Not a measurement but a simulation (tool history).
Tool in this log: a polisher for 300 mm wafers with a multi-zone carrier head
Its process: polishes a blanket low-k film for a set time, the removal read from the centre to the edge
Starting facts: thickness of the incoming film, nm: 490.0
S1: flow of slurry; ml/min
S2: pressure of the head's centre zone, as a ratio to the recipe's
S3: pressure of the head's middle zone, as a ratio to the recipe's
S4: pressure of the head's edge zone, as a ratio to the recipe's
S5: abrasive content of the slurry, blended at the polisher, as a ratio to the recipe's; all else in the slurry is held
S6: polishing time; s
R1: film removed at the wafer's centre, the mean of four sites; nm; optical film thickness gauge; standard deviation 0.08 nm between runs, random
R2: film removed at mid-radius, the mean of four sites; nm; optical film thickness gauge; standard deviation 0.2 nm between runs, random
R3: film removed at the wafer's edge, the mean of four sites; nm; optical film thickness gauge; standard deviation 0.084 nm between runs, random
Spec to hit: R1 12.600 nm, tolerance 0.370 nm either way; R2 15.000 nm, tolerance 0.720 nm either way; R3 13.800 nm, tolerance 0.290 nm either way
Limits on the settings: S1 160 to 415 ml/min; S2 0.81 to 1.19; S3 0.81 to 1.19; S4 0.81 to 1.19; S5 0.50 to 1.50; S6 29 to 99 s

run	day	S1	S2	S3	S4	S5	S6	R1	R2	R3
1	0.000	265	1.00	1.00	1.00	1.00	64	17.616	17.664	17.664
2	0.125	265	1.00	1.00	1.00	0.90	64	16.674	16.663	16.619
3	0.267	255	0.96	1.00	0.96	0.85	64	15.859	16.560	15.767
4	0.375	255	0.96	1.00	0.96	0.65	64	13.964	14.665	14.225
5	0.588	255	0.96	1.00	0.96	0.85	64	15.656	16.272	15.957
6	0.833	255	1.02	1.00	0.96	0.85	64	16.590	16.598	16.007
7	1.012	245	0.97	1.00	0.94	0.80	64	15.435	16.154	15.286
8	1.262	240	0.93	1.00	0.93	0.75	64	14.553	15.455	14.948
9	1.371	240	0.90	1.01	0.92	0.70	64	13.646	14.779	14.290
10	1.450	235	0.88	1.03	0.91	0.70	64	13.406	15.117	14.191

Next run, 5 choices. One meets every target within its allowed miss, the rest don't. Which?
A	1.529	310	0.98	0.99	0.98	0.80	57	?	?	?
B	1.529	180	0.96	1.06	0.85	0.65	64	?	?	?
C	1.529	230	0.85	0.91	0.90	0.60	67	?	?	?
D	1.529	290	0.85	1.07	0.95	0.80	57	?	?	?
E	1.529	260	0.93	0.89	0.81	0.80	58	?	?	?

move	R1	R2	R3
A	14.214	14.182	14.198
B	13.678	14.746	13.147
C	12.785	13.268	13.768
D	12.725	15.092	13.930
E	13.718	13.059	13.147
A: moves away from the targets compared with the last run
B: moves away from the targets compared with the last run
C: brings the result that was furthest off to its target, and leaves another outside
D: all results land within tolerance of their targets
E: moves away from the targets compared with the last run
Answer: D
